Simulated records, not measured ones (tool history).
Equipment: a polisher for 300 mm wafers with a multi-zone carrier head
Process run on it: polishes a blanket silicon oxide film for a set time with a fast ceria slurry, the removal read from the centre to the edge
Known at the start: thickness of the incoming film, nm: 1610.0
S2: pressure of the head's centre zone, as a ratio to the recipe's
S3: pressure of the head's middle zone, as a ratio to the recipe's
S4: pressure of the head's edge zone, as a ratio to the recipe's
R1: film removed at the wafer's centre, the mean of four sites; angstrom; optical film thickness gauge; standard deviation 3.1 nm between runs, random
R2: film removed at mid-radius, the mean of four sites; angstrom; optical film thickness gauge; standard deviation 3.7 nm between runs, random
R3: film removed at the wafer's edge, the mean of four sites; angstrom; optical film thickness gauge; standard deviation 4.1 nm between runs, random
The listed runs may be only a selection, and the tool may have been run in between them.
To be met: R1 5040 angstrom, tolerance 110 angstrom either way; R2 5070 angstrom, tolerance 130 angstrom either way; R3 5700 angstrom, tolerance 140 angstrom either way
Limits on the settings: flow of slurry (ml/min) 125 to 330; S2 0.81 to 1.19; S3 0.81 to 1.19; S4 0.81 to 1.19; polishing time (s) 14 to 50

Run 1, hour 0: flow of slurry (ml/min) 210, S2 1, S3 1, S4 1, polishing time (s) 32. Result: R1 6557.5 angstrom, R2 6915.3 angstrom, R3 7146.2 angstrom.
Run 2, hour 0.7: flow of slurry (ml/min) 195, S2 0.97, S3 0.94, S4 0.95, polishing time (s) 31. Result: R1 6156.1 angstrom, R2 6421.4 angstrom, R3 6811.8 angstrom.
Run 3, hour 7.4: flow of slurry (ml/min) 195, S2 0.97, S3 0.94, S4 1, polishing time (s) 31. Result: R1 6136.1 angstrom, R2 6399.1 angstrom, R3 6909.2 angstrom.
Run 4, hour 12.3: flow of slurry (ml/min) 185, S2 0.96, S3 0.91, S4 0.97, polishing time (s) 29. Result: R1 5635.2 angstrom, R2 5707.6 angstrom, R3 6261.3 angstrom.
Run 5, hour 15: flow of slurry (ml/min) 185, S2 1, S3 0.91, S4 0.97, polishing time (s) 29. Result: R1 5827.1 angstrom, R2 5844.3 angstrom, R3 6363.8 angstrom.
Run 6, hour 19.6: flow of slurry (ml/min) 185, S2 1, S3 0.97, S4 0.97, polishing time (s) 29. Result: R1 5802.1 angstrom, R2 6066.1 angstrom, R3 6307 angstrom.
Run 7, hour 25.6: flow of slurry (ml/min) 170, S2 0.98, S3 0.93, S4 0.95, polishing time (s) 28. Result: R1 5450.5 angstrom, R2 5607 angstrom, R3 5972.8 angstrom.
Run 8, hour 28.9: flow of slurry (ml/min) 160, S2 0.97, S3 0.91, S4 0.95, polishing time (s) 28. Result: R1 5398.3 angstrom, R2 5415.3 angstrom, R3 5880.6 angstrom.
Run 9, hour 34.9: flow of slurry (ml/min) 130, S2 0.91, S3 0.87, S4 0.95, polishing time (s) 28. Result: R1 4724.5 angstrom, R2 5077.8 angstrom, R3 5647.6 angstrom.
Run 10, hour 38.6: flow of slurry (ml/min) 170, S2 0.94, S3 0.84, S4 0.92, polishing time (s) 28. Result: R1 5268.2 angstrom, R2 5278.1 angstrom, R3 5889.8 angstrom.
Run 11, hour 43.6: flow of slurry (ml/min) 160, S2 0.94, S3 0.84, S4 0.92, polishing time (s) 28. Result: R1 5159.4 angstrom, R2 5217.8 angstrom, R3 5755.5 angstrom.

Consider the 4 candidate settings below. Which is the only one whose results all fall within their allowed miss of target?
Run A, hour 48.6: flow of slurry (ml/min) 160, S2 0.99, S3 0.81, S4 1.03, polishing time (s) 26. Result: R1 ?, R2 ?, R3 ?.
Run B, hour 48.6: flow of slurry (ml/min) 175, S2 0.97, S3 0.81, S4 0.86, polishing time (s) 26. Result: R1 ?, R2 ?, R3 ?.
Run C, hour 48.6: flow of slurry (ml/min) 185, S2 0.9, S3 0.89, S4 0.93, polishing time (s) 27. Result: R1 ?, R2 ?, R3 ?.
Run D, hour 48.6: flow of slurry (ml/min) 165, S2 0.94, S3 0.84, S4 0.95, polishing time (s) 27. Result: R1 ?, R2 ?, R3 ?.

move      R1      R2      R3
   A  5027.8  4738.7  5628.4
   B  5034.7  4824.6  5238.1
   C  4943.4  5361.8  5674.6
   D  5017.6  5063.7  5645.9
A: takes the biggest miss from the last run beyond its target
B: takes the biggest miss from the last run beyond its target
C: its largest miss is bigger than the last run's
D: all results in spec
The right move is D.

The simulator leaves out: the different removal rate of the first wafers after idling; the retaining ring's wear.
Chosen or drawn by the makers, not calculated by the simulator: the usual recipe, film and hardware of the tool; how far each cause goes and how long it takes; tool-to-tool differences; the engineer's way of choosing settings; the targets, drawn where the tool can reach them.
